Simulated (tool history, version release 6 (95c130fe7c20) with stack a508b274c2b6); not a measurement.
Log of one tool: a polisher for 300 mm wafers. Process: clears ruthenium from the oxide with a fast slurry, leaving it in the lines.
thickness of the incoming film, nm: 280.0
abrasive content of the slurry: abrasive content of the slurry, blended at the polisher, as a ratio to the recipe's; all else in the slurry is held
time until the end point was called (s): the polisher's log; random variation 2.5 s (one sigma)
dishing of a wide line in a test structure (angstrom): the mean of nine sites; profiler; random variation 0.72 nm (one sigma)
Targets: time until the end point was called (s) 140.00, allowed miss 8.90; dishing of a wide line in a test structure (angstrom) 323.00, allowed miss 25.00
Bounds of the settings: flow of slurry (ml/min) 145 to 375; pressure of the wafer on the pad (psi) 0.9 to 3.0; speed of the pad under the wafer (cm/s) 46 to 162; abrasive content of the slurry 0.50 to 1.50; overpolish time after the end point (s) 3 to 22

| run | hour | flow of slurry (ml/min) | pressure of the wafer on the pad (psi) | speed of the pad under the wafer (cm/s) | abrasive content of the slurry | overpolish time after the end point (s) | time until the end point was called (s) | dishing of a wide line in a test structure (angstrom) |
|---|---|---|---|---|---|---|---|---|
| 1 | 0.0 | 240 | 1.9 | 104 | 1.00 | 11 | 123.24 | 213.57 |
| 2 | 7.9 | 240 | 1.8 | 104 | 1.00 | 13 | 131.14 | 249.33 |
| 3 | 9.8 | 240 | 1.8 | 104 | 1.00 | 14 | 133.66 | 274.36 |
| 4 | 16.1 | 180 | 1.8 | 104 | 1.00 | 14 | 132.48 | 253.82 |
| 5 | 21.0 | 180 | 1.6 | 104 | 1.00 | 14 | 144.51 | 226.34 |
|  | 24.4 | slurry blender recalibrated |
| 6 | 24.4 | 180 | 1.6 | 104 | 0.80 | 14 | 132.99 | 246.59 |
| 7 | 27.9 | 185 | 1.6 | 104 | 0.80 | 15 | 135.04 | 257.99 |
| 8 | 33.7 | 185 | 1.6 | 104 | 0.80 | 15 | 134.85 | 266.31 |

5 next moves are on the table. One of them brings every result within its allowed miss. Which?
| A | 39.5 | 145 | 2.1 | 116 | 0.50 | 12 | ? | ? |
| B | 39.5 | 200 | 1.4 | 138 | 0.70 | 21 | ? | ? |
| C | 39.5 | 175 | 1.7 | 100 | 0.75 | 13 | ? | ? |
| D | 39.5 | 170 | 2.2 | 70 | 0.80 | 19 | ? | ? |
| E | 39.5 | 145 | 1.9 | 100 | 0.55 | 14 | ? | ? |

| move | time until the end point was called (s) | dishing of a wide line in a test structure (angstrom) |
|---|---|---|
| A | 134.65 | 217.72 |
| B | 130.06 | 377.03 |
| C | 138.82 | 228.11 |
| D | 139.55 | 322.96 |
| E | 155.09 | 220.36 |
A: further off than the last run
B: takes the result that was furthest off past its target
C: further off than the last run
D: meets every target
E: further off than the last run
The right move is D.
